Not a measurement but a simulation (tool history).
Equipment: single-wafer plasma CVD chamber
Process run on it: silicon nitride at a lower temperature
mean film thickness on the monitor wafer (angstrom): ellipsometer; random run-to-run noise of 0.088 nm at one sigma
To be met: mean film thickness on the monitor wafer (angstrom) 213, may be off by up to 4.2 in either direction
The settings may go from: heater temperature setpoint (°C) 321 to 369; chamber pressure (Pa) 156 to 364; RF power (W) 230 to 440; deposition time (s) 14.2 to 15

run	day	heater temperature setpoint (°C)	chamber pressure (Pa)	RF power (W)	deposition time (s)	mean film thickness on the monitor wafer (angstrom)
1	0	345	260	335	15	194.24
2	0.262	341	260	335	15	195.51
3	0.404	341	291	335	15	200.46
4	0.442	331	291	335	15	201.93
5	0.733	331	263	335	15	194.81
6	0.804	331	263	335	14.2	186.44
7	0.95	331	275	340	14.2	189.12
# day 1.062: thermocouple changed; heater temperature recalibrated
8	1.062	331	284	345	14.2	195.11
9	1.346	331	292	345	14.2	194.06

5 next moves are on the table. One of them brings every result within its allowed miss. Which?
A	1.629	325	301	355	15	?
B	1.629	332	269	370	14.2	?
C	1.629	327	288	355	14.6	?
D	1.629	332	335	350	14.2	?
E	1.629	321	271	360	14.2	?

move	mean film thickness on the monitor wafer (angstrom)
A	215.22
B	204.83
C	207.09
D	205.67
E	201.31
A: every result within its allowed miss
B: an improvement on the last run, though not all results are within tolerance
C: an improvement on the last run, though not all results are within tolerance
D: an improvement on the last run, though not all results are within tolerance
E: an improvement on the last run, though not all results are within tolerance
A is the move that brings every result within its allowed miss.
